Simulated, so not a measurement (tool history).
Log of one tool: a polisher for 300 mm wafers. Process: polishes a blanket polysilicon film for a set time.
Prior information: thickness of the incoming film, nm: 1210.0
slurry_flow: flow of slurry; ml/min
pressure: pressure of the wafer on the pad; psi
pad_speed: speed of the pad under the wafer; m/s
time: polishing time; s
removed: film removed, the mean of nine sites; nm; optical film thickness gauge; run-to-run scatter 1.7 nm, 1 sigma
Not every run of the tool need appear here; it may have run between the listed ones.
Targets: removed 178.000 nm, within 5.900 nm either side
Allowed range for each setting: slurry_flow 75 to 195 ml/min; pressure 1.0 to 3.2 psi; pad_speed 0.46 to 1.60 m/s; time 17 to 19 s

run 1 hour=0.0 | slurry_flow=125 pressure=2.1 pad_speed=1.02 time=19 | removed=107.040
run 2 hour=2.8 | slurry_flow=125 pressure=2.1 pad_speed=0.82 time=19 | removed=86.816
run 3 hour=11.2 | slurry_flow=150 pressure=2.1 pad_speed=0.82 time=19 | removed=88.604
run 4 hour=13.7 | slurry_flow=150 pressure=2.6 pad_speed=0.82 time=19 | removed=105.170
run 5 hour=20.2 | slurry_flow=150 pressure=2.8 pad_speed=0.90 time=19 | removed=125.750
-- hour=21.5 worn pad replaced by a new one
run 6 hour=21.5 | slurry_flow=170 pressure=2.8 pad_speed=0.90 time=19 | removed=139.800
run 7 hour=28.6 | slurry_flow=175 pressure=2.9 pad_speed=0.90 time=19 | removed=146.650
run 8 hour=32.0 | slurry_flow=180 pressure=3.0 pad_speed=0.90 time=19 | removed=148.710
run 9 hour=39.2 | slurry_flow=185 pressure=3.1 pad_speed=0.92 time=19 | removed=153.700
run 10 hour=42.8 | slurry_flow=185 pressure=3.1 pad_speed=0.94 time=19 | removed=160.890
run 11 hour=47.6 | slurry_flow=185 pressure=3.1 pad_speed=0.96 time=19 | removed=165.860
run 12 hour=50.4 | slurry_flow=190 pressure=3.2 pad_speed=0.96 time=19 | removed=169.500

Which one of the following 4 next-run settings gets every result inside its allowed miss? There is exactly one.
run A hour=53.2 | slurry_flow=180 pressure=3.2 pad_speed=1.06 time=18 | removed=?
run B hour=53.2 | slurry_flow=165 pressure=3.2 pad_speed=0.96 time=18 | removed=?
run C hour=53.2 | slurry_flow=175 pressure=3.2 pad_speed=0.94 time=19 | removed=?
run D hour=53.2 | slurry_flow=175 pressure=2.9 pad_speed=0.98 time=19 | removed=?

move=A removed=175.410
move=B removed=157.540
move=C removed=164.200
move=D removed=156.190
A: in spec on every target
B: its largest miss is bigger than the last run's
C: its largest miss is bigger than the last run's
D: its largest miss is bigger than the last run's
So the answer is move A, the one that meets all the targets.

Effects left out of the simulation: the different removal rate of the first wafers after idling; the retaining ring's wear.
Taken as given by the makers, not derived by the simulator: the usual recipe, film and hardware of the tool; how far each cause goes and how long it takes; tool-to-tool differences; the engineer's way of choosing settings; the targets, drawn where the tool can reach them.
